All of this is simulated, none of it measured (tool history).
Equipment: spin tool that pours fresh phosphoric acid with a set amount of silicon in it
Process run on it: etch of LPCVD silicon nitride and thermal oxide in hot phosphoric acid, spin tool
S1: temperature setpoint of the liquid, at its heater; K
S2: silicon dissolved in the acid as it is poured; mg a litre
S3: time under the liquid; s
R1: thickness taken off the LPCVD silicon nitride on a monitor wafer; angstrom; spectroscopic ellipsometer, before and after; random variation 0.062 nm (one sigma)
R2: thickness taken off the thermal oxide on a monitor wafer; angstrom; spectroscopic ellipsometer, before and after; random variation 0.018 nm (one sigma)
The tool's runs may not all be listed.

run,day,S1,S2,S3,R1,R2
1,0.000,436.15,12.5,180,172.58,4.5528
2,0.204,435.15,14.0,170,157.25,4.1049
3,0.321,433.65,14.0,170,147.93,3.2849
4,0.671,433.15,14.5,165,143.33,3.3675
5,0.962,432.65,16.5,160,136.02,2.5678
6,1.033,432.65,16.5,130,111.19,2.2519
7,1.162,433.15,18.0,130,113.41,2.4979
8,1.350,433.15,26.0,145,125.02,1.9991
9,1.379,433.15,25.0,145,125.95,2.0480

For run 10, what comes out?
10,1.712,433.15,24.0,145,?,?

{"run 10": {"R1": 126.28, "R2": 2.1947}}

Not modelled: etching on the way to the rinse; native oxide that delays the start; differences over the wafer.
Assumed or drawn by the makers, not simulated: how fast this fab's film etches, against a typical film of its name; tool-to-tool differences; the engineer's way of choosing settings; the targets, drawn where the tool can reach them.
